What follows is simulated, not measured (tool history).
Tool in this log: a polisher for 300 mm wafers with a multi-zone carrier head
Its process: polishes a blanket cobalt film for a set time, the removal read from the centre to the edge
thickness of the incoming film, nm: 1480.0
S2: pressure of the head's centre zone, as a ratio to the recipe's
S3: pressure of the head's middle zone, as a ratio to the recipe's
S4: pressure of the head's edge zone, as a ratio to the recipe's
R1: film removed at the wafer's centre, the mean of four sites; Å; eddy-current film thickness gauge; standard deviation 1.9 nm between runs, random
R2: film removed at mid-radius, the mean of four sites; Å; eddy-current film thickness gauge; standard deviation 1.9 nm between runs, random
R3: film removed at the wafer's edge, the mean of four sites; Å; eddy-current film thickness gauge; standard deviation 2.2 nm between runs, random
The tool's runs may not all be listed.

{"run": 1, "day": 0.0, "flow of slurry (ml/min)": 250, "S2": 1, "S3": 1, "S4": 1, "polishing time (s)": 32, "R1": 1672.7, "R2": 1699.6, "R3": 1727.9}
{"run": 2, "day": 0.317, "flow of slurry (ml/min)": 250, "S2": 1, "S3": 1.06, "S4": 1, "polishing time (s)": 32, "R1": 1676.9, "R2": 1781.8, "R3": 1726.7}
{"run": 3, "day": 0.358, "flow of slurry (ml/min)": 250, "S2": 0.92, "S3": 1.06, "S4": 1, "polishing time (s)": 32, "R1": 1521.7, "R2": 1787.9, "R3": 1735.2}
{"run": 4, "day": 0.529, "flow of slurry (ml/min)": 260, "S2": 0.96, "S3": 1.07, "S4": 1.03, "polishing time (s)": 33, "R1": 1654, "R2": 1863.6, "R3": 1817.3}
{"run": 5, "day": 0.825, "flow of slurry (ml/min)": 240, "S2": 0.96, "S3": 1.07, "S4": 1.03, "polishing time (s)": 33, "R1": 1606, "R2": 1833, "R3": 1805.2}
{"run": 6, "day": 0.992, "flow of slurry (ml/min)": 240, "S2": 0.96, "S3": 1.07, "S4": 1.03, "polishing time (s)": 27, "R1": 1343.4, "R2": 1531.5, "R3": 1451}

What will run 7 give?
{"run": 7, "day": 1.3, "flow of slurry (ml/min)": 250, "S2": 0.99, "S3": 1.07, "S4": 1.05, "polishing time (s)": 29, "R1": "?", "R2": "?", "R3": "?"}

Run 7 gave R1 1485.1 Å, R2 1611.5 Å, R3 1606.6 Å.

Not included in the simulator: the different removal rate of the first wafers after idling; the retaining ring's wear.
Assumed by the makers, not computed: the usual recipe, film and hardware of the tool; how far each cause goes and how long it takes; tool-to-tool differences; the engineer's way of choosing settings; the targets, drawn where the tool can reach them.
